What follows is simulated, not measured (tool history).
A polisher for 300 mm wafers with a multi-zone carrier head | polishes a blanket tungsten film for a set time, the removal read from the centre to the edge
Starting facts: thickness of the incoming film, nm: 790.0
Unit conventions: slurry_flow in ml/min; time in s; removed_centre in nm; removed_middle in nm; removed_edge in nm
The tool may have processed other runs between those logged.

Run 1, hour 0.0: slurry_flow 245 ml/min, centre_zone 1.00, middle_zone 1.00, edge_zone 1.00, slurry_solids 1.00, time 53 s. Result: removed_centre 306.82 nm, removed_middle 313.61 nm, removed_edge 312.83 nm.
Run 2, hour 2.0: slurry_flow 245 ml/min, centre_zone 1.04, middle_zone 1.00, edge_zone 1.00, slurry_solids 1.00, time 53 s. Result: removed_centre 324.00 nm, removed_middle 311.28 nm, removed_edge 314.59 nm.
Run 3, hour 6.0: slurry_flow 245 ml/min, centre_zone 1.04, middle_zone 1.00, edge_zone 1.00, slurry_solids 1.15, time 53 s. Result: removed_centre 331.65 nm, removed_middle 320.45 nm, removed_edge 319.81 nm.
Run 4, hour 11.4: slurry_flow 245 ml/min, centre_zone 1.04, middle_zone 1.00, edge_zone 1.00, slurry_solids 1.30, time 53 s. Result: removed_centre 346.24 nm, removed_middle 335.31 nm, removed_edge 328.94 nm.
Run 5, hour 13.9: slurry_flow 245 ml/min, centre_zone 1.04, middle_zone 1.00, edge_zone 1.00, slurry_solids 1.25, time 53 s. Result: removed_centre 343.49 nm, removed_middle 333.98 nm, removed_edge 328.38 nm.
Run 6, hour 22.8: slurry_flow 245 ml/min, centre_zone 1.04, middle_zone 0.92, edge_zone 1.00, slurry_solids 1.25, time 53 s. Result: removed_centre 343.59 nm, removed_middle 310.37 nm, removed_edge 326.71 nm.

Run 7 is up next; what results do you expect?
Run 7, hour 28.8: slurry_flow 235 ml/min, centre_zone 0.94, middle_zone 1.02, edge_zone 0.90, slurry_solids 1.00, time 51 s. Result: removed_centre ?, removed_middle ?, removed_edge ?.

{"run 7": {"removed_centre": 289.51, "removed_middle": 302.95, "removed_edge": 286.43}}
